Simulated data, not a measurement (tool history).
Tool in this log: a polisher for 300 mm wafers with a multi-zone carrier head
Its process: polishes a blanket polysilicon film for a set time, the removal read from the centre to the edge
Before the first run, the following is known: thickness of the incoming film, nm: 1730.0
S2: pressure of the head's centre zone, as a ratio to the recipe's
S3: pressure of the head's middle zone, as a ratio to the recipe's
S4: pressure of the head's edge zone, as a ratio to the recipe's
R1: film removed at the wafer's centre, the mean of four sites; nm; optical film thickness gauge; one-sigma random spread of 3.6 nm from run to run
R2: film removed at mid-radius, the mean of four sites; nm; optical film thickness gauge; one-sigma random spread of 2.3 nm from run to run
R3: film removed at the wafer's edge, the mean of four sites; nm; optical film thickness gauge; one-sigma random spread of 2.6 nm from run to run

Run 1, day 0: flow of slurry (ml/min) 245, S2 1, S3 1, S4 1, polishing time (s) 38. Result: R1 390.45 nm, R2 389.99 nm, R3 382.87 nm.
Run 2, day 0.092: flow of slurry (ml/min) 290, S2 1, S3 1, S4 1, polishing time (s) 38. Result: R1 390.84 nm, R2 394.37 nm, R3 385.59 nm.
Run 3, day 0.4: flow of slurry (ml/min) 290, S2 1, S3 1, S4 1, polishing time (s) 46. Result: R1 477.33 nm, R2 476.7 nm, R3 473.08 nm.
Run 4, day 0.538: flow of slurry (ml/min) 290, S2 1, S3 0.96, S4 1, polishing time (s) 46. Result: R1 477.02 nm, R2 463.1 nm, R3 475.67 nm.
Run 5, day 0.671: flow of slurry (ml/min) 290, S2 1, S3 0.96, S4 1, polishing time (s) 55. Result: R1 572.83 nm, R2 547.67 nm, R3 572.27 nm.
Run 6, day 0.75: flow of slurry (ml/min) 290, S2 1, S3 0.96, S4 0.96, polishing time (s) 55. Result: R1 572.78 nm, R2 553.57 nm, R3 556.96 nm.

Run 7 has not been measured yet. What should we expect?
Run 7, day 0.833: flow of slurry (ml/min) 280, S2 1, S3 0.94, S4 0.95, polishing time (s) 53. Result: R1 ?, R2 ?, R3 ?.

Run 7 produced R1 546.63 nm, R2 517.22 nm, R3 534.08 nm.
